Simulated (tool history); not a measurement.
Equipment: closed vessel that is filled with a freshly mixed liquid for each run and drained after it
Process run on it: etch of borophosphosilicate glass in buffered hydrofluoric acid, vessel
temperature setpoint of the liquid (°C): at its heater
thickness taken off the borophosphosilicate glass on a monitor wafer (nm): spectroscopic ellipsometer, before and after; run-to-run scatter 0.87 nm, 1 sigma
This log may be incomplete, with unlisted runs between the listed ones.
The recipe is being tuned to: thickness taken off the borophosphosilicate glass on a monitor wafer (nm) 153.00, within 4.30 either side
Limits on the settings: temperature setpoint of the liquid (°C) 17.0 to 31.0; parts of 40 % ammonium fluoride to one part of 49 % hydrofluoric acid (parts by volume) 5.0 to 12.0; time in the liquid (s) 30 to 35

run,hour,temperature setpoint of the liquid (°C),parts of 40 % ammonium fluoride to one part of 49 % hydrofluoric acid (parts by volume),time in the liquid (s),thickness taken off the borophosphosilicate glass on a monitor wafer (nm)
1,0.0,23.0,7.0,35,193.53
2,5.6,23.0,5.0,35,260.47
3,12.5,23.0,5.0,35,257.94
4,18.3,23.0,5.0,35,259.01
5,24.7,22.0,5.5,35,226.61
6,27.5,21.0,5.5,35,214.23
7,35.1,20.0,5.5,35,202.28
8,37.9,20.0,5.5,35,204.42
9,43.7,19.5,5.5,35,196.04

Consider the 4 candidate settings below. Which is the only one whose results all fall within their allowed miss of target?
A,49.5,22.5,8.5,35,?
B,49.5,18.5,5.5,30,?
C,49.5,20.5,6.0,30,?
D,49.5,23.0,7.0,30,?

move,thickness taken off the borophosphosilicate glass on a monitor wafer (nm)
A,154.18
B,162.42
C,168.04
D,167.94
A: in spec on every target
B: nearer than the last run, and not there yet
C: nearer than the last run, and not there yet
D: nearer than the last run, and not there yet
Answer: A
